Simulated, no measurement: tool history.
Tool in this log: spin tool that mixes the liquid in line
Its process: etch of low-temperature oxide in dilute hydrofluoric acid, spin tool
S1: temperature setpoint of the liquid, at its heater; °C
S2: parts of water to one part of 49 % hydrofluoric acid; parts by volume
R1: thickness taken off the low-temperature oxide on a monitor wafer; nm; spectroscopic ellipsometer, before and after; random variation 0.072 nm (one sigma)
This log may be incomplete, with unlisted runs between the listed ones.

Run 1, hour 0.0: S1 25.0 °C, S2 80 parts by volume, time under the liquid (s) 15. Result: R1 4.3305 nm.
Run 2, hour 1.7: S1 25.0 °C, S2 95 parts by volume, time under the liquid (s) 15. Result: R1 3.6525 nm.
Run 3, hour 4.8: S1 25.0 °C, S2 95 parts by volume, time under the liquid (s) 15. Result: R1 3.6250 nm.
Run 4, hour 11.9: S1 21.5 °C, S2 95 parts by volume, time under the liquid (s) 15. Result: R1 3.1820 nm.
Run 5, hour 15.5: S1 23.0 °C, S2 95 parts by volume, time under the liquid (s) 15. Result: R1 3.3186 nm.
Run 6, hour 19.1: S1 25.0 °C, S2 80 parts by volume, time under the liquid (s) 15. Result: R1 4.4031 nm.
Run 7, hour 24.4: S1 27.0 °C, S2 70 parts by volume, time under the liquid (s) 15. Result: R1 5.4730 nm.
Run 8, hour 31.9: S1 28.5 °C, S2 60 parts by volume, time under the liquid (s) 15. Result: R1 6.8820 nm.
Run 9, hour 38.2: S1 32.5 °C, S2 35 parts by volume, time under the liquid (s) 15. Result: R1 14.3630 nm.
Run 10, hour 39.0: S1 31.5 °C, S2 35 parts by volume, time under the liquid (s) 15. Result: R1 13.8900 nm.
Run 11, hour 43.8: S1 30.5 °C, S2 35 parts by volume, time under the liquid (s) 15. Result: R1 13.2270 nm.
Run 12, hour 47.2: S1 29.5 °C, S2 35 parts by volume, time under the liquid (s) 15. Result: R1 12.7920 nm.

What will run 13 give?
Run 13, hour 48.4: S1 29.0 °C, S2 35 parts by volume, time under the liquid (s) 15. Result: R1 ?.

R1: 12.5810 nm
